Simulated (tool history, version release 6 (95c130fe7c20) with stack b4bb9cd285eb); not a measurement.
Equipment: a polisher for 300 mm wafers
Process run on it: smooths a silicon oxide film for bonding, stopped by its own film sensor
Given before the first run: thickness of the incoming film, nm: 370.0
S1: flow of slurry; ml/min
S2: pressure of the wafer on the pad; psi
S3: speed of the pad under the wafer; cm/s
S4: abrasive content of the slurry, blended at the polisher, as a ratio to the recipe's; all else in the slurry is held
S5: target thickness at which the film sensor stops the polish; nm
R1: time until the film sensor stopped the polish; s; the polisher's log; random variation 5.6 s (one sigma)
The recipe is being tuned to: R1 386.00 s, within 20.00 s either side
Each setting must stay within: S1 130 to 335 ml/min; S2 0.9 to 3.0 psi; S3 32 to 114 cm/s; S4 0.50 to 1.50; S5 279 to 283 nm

{"run": 1, "hour": 0.0, "S1": 215, "S2": 1.9, "S3": 72, "S4": 1.0, "S5": 283, "R1": 218.09}
{"run": 2, "hour": 6.6, "S1": 215, "S2": 1.7, "S3": 72, "S4": 1.0, "S5": 283, "R1": 232.24}
{"run": 3, "hour": 12.5, "S1": 215, "S2": 1.5, "S3": 72, "S4": 1.0, "S5": 283, "R1": 272.81}
{"run": 4, "hour": 18.0, "S1": 215, "S2": 1.7, "S3": 72, "S4": 1.0, "S5": 283, "R1": 234.86}
{"run": 5, "hour": 23.5, "S1": 215, "S2": 2.1, "S3": 72, "S4": 1.0, "S5": 283, "R1": 196.54}
{"run": 6, "hour": 26.1, "S1": 215, "S2": 2.1, "S3": 72, "S4": 1.2, "S5": 283, "R1": 182.58}
{"run": 7, "hour": 34.0, "S1": 215, "S2": 1.5, "S3": 58, "S4": 1.15, "S5": 283, "R1": 293.46}
{"run": 8, "hour": 40.1, "S1": 215, "S2": 0.9, "S3": 56, "S4": 1.15, "S5": 283, "R1": 506.77}
{"run": 9, "hour": 48.0, "S1": 215, "S2": 1.0, "S3": 56, "S4": 1.15, "S5": 283, "R1": 450.91}
{"run": 10, "hour": 56.0, "S1": 215, "S2": 1.1, "S3": 56, "S4": 1.15, "S5": 283, "R1": 430.41}
{"run": 11, "hour": 60.3, "S1": 215, "S2": 1.1, "S3": 56, "S4": 1.15, "S5": 283, "R1": 422.68}

Exercise: of the 5 proposed moves below, exactly one satisfies all targets within the stated allowed misses. Which move is it?
{"run": "A", "hour": 64.6, "S1": 140, "S2": 1.7, "S3": 38, "S4": 0.9, "S5": 279, "R1": "?"}
{"run": "B", "hour": 64.6, "S1": 235, "S2": 1.3, "S3": 58, "S4": 1.15, "S5": 283, "R1": "?"}
{"run": "C", "hour": 64.6, "S1": 195, "S2": 1.5, "S3": 46, "S4": 1.0, "S5": 283, "R1": "?"}
{"run": "D", "hour": 64.6, "S1": 195, "S2": 1.0, "S3": 54, "S4": 1.25, "S5": 279, "R1": "?"}
{"run": "E", "hour": 64.6, "S1": 225, "S2": 1.5, "S3": 48, "S4": 1.2, "S5": 283, "R1": "?"}

move=A R1=459.53
move=B R1=342.30
move=C R1=389.10
move=D R1=478.31
move=E R1=341.28
A: moves away from the targets compared with the last run
B: moves the result that the last run missed by most past its target, out the other side
C: every result within its allowed miss
D: moves away from the targets compared with the last run
E: moves the result that the last run missed by most past its target, out the other side
C is the move that brings every result within its allowed miss.

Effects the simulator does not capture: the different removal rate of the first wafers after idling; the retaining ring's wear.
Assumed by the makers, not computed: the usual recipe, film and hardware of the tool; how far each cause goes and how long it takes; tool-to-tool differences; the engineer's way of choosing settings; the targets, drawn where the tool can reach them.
